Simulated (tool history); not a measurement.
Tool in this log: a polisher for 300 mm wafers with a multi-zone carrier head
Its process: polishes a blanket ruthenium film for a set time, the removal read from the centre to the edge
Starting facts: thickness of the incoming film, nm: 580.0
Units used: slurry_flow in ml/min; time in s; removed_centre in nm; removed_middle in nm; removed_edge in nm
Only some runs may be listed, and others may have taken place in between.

{"run": 1, "hour": 0.0, "slurry_flow": 310, "centre_zone": 1.0, "middle_zone": 1.0, "edge_zone": 1.0, "time": 56, "removed_centre": 76.296, "removed_middle": 75.476, "removed_edge": 77.58}
{"run": 2, "hour": 3.3, "slurry_flow": 310, "centre_zone": 1.0, "middle_zone": 1.0, "edge_zone": 1.0, "time": 46, "removed_centre": 63.156, "removed_middle": 64.633, "removed_edge": 64.609}
{"run": 3, "hour": 5.4, "slurry_flow": 310, "centre_zone": 1.0, "middle_zone": 1.0, "edge_zone": 1.0, "time": 60, "removed_centre": 83.026, "removed_middle": 80.765, "removed_edge": 83.358}
{"run": 4, "hour": 8.5, "slurry_flow": 310, "centre_zone": 1.0, "middle_zone": 1.03, "edge_zone": 1.0, "time": 60, "removed_centre": 82.14, "removed_middle": 85.209, "removed_edge": 83.653}
{"run": 5, "hour": 13.9, "slurry_flow": 245, "centre_zone": 1.0, "middle_zone": 1.03, "edge_zone": 1.0, "time": 60, "removed_centre": 79.964, "removed_middle": 83.125, "removed_edge": 81.629}
{"run": 6, "hour": 17.9, "slurry_flow": 245, "centre_zone": 1.0, "middle_zone": 1.03, "edge_zone": 0.94, "time": 60, "removed_centre": 80.62, "removed_middle": 82.684, "removed_edge": 80.258}
{"hour": 26.1, "done": "edge zone pressure recalibrated"}
{"run": 7, "hour": 26.1, "slurry_flow": 270, "centre_zone": 1.02, "middle_zone": 1.05, "edge_zone": 0.95, "time": 60, "removed_centre": 84.084, "removed_middle": 83.783, "removed_edge": 78.987}

Expected results for the next run?
{"run": 8, "hour": 34.5, "slurry_flow": 290, "centre_zone": 1.03, "middle_zone": 1.07, "edge_zone": 0.97, "time": 61, "removed_centre": "?", "removed_middle": "?", "removed_edge": "?"}

{"run 8": {"removed_centre": 86.422, "removed_middle": 88.541, "removed_edge": 81.242}}
